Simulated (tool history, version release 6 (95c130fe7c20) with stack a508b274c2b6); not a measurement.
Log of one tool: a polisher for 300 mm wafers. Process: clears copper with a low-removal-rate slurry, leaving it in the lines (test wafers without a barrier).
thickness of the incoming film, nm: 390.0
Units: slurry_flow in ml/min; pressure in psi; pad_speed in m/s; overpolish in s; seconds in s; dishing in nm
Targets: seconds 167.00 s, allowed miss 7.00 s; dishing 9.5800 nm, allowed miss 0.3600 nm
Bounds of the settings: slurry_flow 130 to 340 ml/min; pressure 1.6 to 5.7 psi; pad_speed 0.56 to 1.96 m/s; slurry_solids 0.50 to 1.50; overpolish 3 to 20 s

run	hour	slurry_flow	pressure	pad_speed	slurry_solids	overpolish	seconds	dishing
1	0.0	220	3.6	1.26	1.00	10	107.82	28.4020
2	5.8	225	3.3	1.18	1.00	8	124.71	20.6050
3	7.5	230	2.9	1.16	1.00	6	141.04	13.4380
4	15.2	230	2.9	1.32	1.00	6	122.99	14.7270
5	22.8	280	2.9	1.32	1.00	6	119.22	15.5620
6	25.0	280	2.9	1.32	1.00	7	121.75	17.7940
7	30.6	280	2.9	1.32	1.00	7	123.22	18.0620
8	35.1	290	1.9	1.24	1.00	3	190.18	5.0168
9	37.4	230	2.7	1.14	0.90	6	161.46	11.7680
10	39.8	225	2.6	1.14	0.95	6	161.18	11.7700
11	47.5	225	2.5	1.14	1.00	6	166.87	11.5300
12	53.6	225	2.5	1.16	0.95	6	165.11	11.6650
13	60.3	230	2.4	1.16	1.00	6	169.13	11.1500
14	65.5	230	2.4	1.18	1.00	6	166.91	11.4240
15	66.3	240	2.4	1.18	0.95	6	164.40	11.3690
16	72.8	245	2.3	1.18	1.00	6	170.51	11.1120
17	81.5	245	2.3	1.18	1.00	6	170.18	10.9190

Which of these 4 next moves meets every target?
A	90.2	250	2.4	1.28	0.90	6	?	?
B	90.2	225	2.7	1.06	0.95	5	?	?
C	90.2	245	2.9	0.88	1.25	7	?	?
D	90.2	240	2.1	1.30	1.00	7	?	?

move	seconds	dishing
A	154.27	12.1380
B	165.40	9.5495
C	171.18	12.7740
D	169.13	12.8430
A: further off than the last run
B: meets every target
C: further off than the last run
D: further off than the last run
Answer: B
